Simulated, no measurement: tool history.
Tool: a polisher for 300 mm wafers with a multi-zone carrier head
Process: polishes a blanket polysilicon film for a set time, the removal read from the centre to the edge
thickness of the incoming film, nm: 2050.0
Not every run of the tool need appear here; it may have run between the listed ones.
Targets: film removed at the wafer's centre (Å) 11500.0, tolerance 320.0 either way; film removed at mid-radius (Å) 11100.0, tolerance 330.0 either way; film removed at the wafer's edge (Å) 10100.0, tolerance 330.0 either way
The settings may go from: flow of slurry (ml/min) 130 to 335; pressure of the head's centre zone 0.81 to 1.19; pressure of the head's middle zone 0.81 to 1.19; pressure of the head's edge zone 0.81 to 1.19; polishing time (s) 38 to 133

| run | hour | flow of slurry (ml/min) | pressure of the head's centre zone | pressure of the head's middle zone | pressure of the head's edge zone | polishing time (s) | film removed at the wafer's centre (Å) | film removed at mid-radius (Å) | film removed at the wafer's edge (Å) |
|---|---|---|---|---|---|---|---|---|---|
| 1 | 0.0 | 215 | 1.00 | 1.00 | 1.00 | 85 | 7616.3 | 7538.1 | 7567.5 |
| 2 | 1.6 | 230 | 1.04 | 1.04 | 1.03 | 89 | 8459.9 | 8323.8 | 8020.1 |
| 3 | 8.1 | 240 | 1.06 | 1.06 | 1.06 | 93 | 9134.0 | 8744.4 | 8458.6 |
| 4 | 10.1 | 240 | 1.06 | 1.13 | 1.06 | 93 | 9012.1 | 9258.1 | 8458.0 |
| 5 | 16.8 | 240 | 1.06 | 1.13 | 1.10 | 93 | 8944.7 | 9339.9 | 8624.5 |
| 6 | 17.4 | 250 | 1.08 | 1.14 | 1.12 | 96 | 9706.9 | 9702.1 | 8926.0 |
| 7 | 20.5 | 255 | 1.09 | 1.15 | 1.13 | 99 | 9945.4 | 10114.0 | 9341.6 |
| 8 | 26.6 | 265 | 1.11 | 1.16 | 1.14 | 100 | 10255.0 | 10426.0 | 9435.1 |

5 next moves are on the table. One of them brings every result within its allowed miss. Which?
| A | 32.7 | 275 | 1.14 | 1.13 | 1.09 | 102 | ? | ? | ? |
| B | 32.7 | 280 | 1.17 | 1.18 | 1.15 | 106 | ? | ? | ? |
| C | 32.7 | 170 | 1.13 | 1.02 | 1.03 | 115 | ? | ? | ? |
| D | 32.7 | 325 | 1.19 | 1.19 | 1.00 | 102 | ? | ? | ? |
| E | 32.7 | 320 | 1.19 | 1.18 | 1.16 | 96 | ? | ? | ? |

| move | film removed at the wafer's centre (Å) | film removed at mid-radius (Å) | film removed at the wafer's edge (Å) |
|---|---|---|---|
| A | 10619.0 | 10418.0 | 9483.1 |
| B | 11352.0 | 11254.0 | 10134.0 |
| C | 11206.0 | 10233.0 | 10023.0 |
| D | 11272.0 | 11051.0 | 9182.3 |
| E | 10593.0 | 10310.0 | 9301.0 |
A: gains on the last run, yet a result remains outside its allowed miss
B: all results in spec
C: corrects the largest miss of the last run, while another result sits out of spec
D: corrects the largest miss of the last run, while another result sits out of spec
E: gains on the last run, yet a result remains outside its allowed miss
So the answer is move B, the one that meets all the targets.
